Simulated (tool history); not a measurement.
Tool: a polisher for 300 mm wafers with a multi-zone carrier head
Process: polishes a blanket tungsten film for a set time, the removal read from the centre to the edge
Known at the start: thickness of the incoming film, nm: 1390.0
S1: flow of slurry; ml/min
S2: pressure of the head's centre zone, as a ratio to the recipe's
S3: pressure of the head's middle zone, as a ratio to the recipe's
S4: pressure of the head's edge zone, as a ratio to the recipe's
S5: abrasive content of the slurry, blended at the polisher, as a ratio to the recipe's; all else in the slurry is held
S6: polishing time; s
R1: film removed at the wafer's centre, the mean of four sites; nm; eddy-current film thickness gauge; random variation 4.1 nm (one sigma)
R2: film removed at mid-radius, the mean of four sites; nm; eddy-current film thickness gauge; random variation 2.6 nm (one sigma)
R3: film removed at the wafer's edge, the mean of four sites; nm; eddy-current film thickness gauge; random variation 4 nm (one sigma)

Run 1, hour 0.0: S1 220 ml/min, S2 1.00, S3 1.00, S4 1.00, S5 1.00, S6 64 s. Result: R1 315.50 nm, R2 304.36 nm, R3 308.23 nm.
Run 2, hour 8.8: S1 220 ml/min, S2 1.00, S3 1.00, S4 1.00, S5 1.00, S6 50 s. Result: R1 247.41 nm, R2 237.73 nm, R3 234.70 nm.
Run 3, hour 14.5: S1 220 ml/min, S2 1.00, S3 1.00, S4 1.00, S5 0.85, S6 50 s. Result: R1 241.45 nm, R2 225.68 nm, R3 227.82 nm.
Run 4, hour 22.0: S1 220 ml/min, S2 1.00, S3 1.03, S4 1.00, S5 0.85, S6 50 s. Result: R1 236.68 nm, R2 227.89 nm, R3 227.27 nm.
Run 5, hour 22.5: S1 220 ml/min, S2 1.04, S3 1.03, S4 1.00, S5 0.85, S6 50 s. Result: R1 243.81 nm, R2 230.47 nm, R3 224.89 nm.
Run 6, hour 25.1: S1 240 ml/min, S2 1.04, S3 1.03, S4 1.00, S5 0.85, S6 50 s. Result: R1 251.99 nm, R2 228.43 nm, R3 227.22 nm.
Run 7, hour 33.1: S1 240 ml/min, S2 1.04, S3 1.04, S4 1.03, S5 1.00, S6 54 s. Result: R1 285.23 nm, R2 270.67 nm, R3 271.76 nm.
Run 8, hour 41.5: S1 245 ml/min, S2 1.07, S3 1.08, S4 1.06, S5 1.10, S6 54 s. Result: R1 300.64 nm, R2 286.11 nm, R3 278.62 nm.
Run 9, hour 46.4: S1 260 ml/min, S2 1.07, S3 1.10, S4 1.09, S5 1.20, S6 55 s. Result: R1 322.92 nm, R2 307.41 nm, R3 294.08 nm.

Forecast run 10:
Run 10, hour 55.1: S1 250 ml/min, S2 1.05, S3 1.10, S4 1.11, S5 1.30, S6 57 s. Result: R1 ?, R2 ?, R3 ?.

Run 10 gave R1 334.03 nm, R2 322.81 nm, R3 315.94 nm.
